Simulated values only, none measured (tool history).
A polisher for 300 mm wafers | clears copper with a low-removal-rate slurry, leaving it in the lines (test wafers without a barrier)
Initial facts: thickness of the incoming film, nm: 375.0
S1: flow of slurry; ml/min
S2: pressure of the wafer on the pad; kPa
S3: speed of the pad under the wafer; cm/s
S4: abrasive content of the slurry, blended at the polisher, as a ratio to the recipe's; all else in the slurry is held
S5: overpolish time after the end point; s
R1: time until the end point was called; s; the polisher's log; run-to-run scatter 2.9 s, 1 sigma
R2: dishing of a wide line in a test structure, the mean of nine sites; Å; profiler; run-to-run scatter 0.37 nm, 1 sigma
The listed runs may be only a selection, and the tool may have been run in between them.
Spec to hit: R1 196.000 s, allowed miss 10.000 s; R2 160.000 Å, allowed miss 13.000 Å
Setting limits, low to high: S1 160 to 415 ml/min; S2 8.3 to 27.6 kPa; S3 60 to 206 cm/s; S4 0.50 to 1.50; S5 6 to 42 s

run	hour	S1	S2	S3	S4	S5	R1	R2
1	0.0	265	17.9	132	1.00	21	104.050	450.450
2	6.9	315	17.9	132	1.00	21	104.610	454.790
3	15.8	315	17.2	128	1.00	19	113.250	397.480
4	17.0	315	17.2	156	1.00	19	93.082	459.240
5	19.6	315	17.2	156	1.00	14	89.798	369.560
6	28.2	315	17.2	170	1.00	14	85.379	398.740
7	36.3	315	15.9	162	1.00	13	96.121	334.940
8	37.7	315	15.2	156	1.00	13	104.780	292.130
9	44.3	315	14.5	152	1.00	13	110.560	291.160
10	52.2	315	13.8	148	1.00	13	122.600	280.280
11	58.5	310	9.0	132	1.00	6	203.670	78.439
12	64.4	305	9.0	132	1.00	8	204.400	102.230
13	67.3	300	9.0	132	1.00	9	198.100	118.740
14	73.7	295	9.0	132	1.00	9	203.150	117.330
15	82.5	285	9.0	132	1.00	9	199.330	115.910
16	90.9	280	9.0	132	1.00	10	204.810	129.620
17	97.7	270	10.3	132	1.00	14	173.770	192.710
18	104.0	275	10.3	132	1.00	14	179.600	201.180
19	108.6	280	10.3	132	1.00	14	183.040	197.110
20	111.7	280	9.0	132	1.00	10	208.820	128.220
21	118.1	275	9.0	132	1.00	10	206.840	122.110
22	126.7	265	9.0	136	1.00	11	195.950	139.520

Which single option among these 5 for the next run brings every result within its allowed miss of target? Just one does.
A	135.3	300	11.7	120	1.20	12	?	?
B	135.3	260	8.3	128	1.10	17	?	?
C	135.3	225	10.3	122	0.95	10	?	?
D	135.3	160	9.0	136	0.90	16	?	?
E	135.3	240	9.7	132	1.00	12	?	?

move	R1	R2
A	170.660	185.750
B	229.530	191.750
C	203.020	133.080
D	220.480	188.990
E	197.620	161.210
A: takes the result that was furthest off past its target
B: takes the result that was furthest off past its target
C: moves away from the targets compared with the last run
D: takes the result that was furthest off past its target
E: in spec on every target
E meets every target.
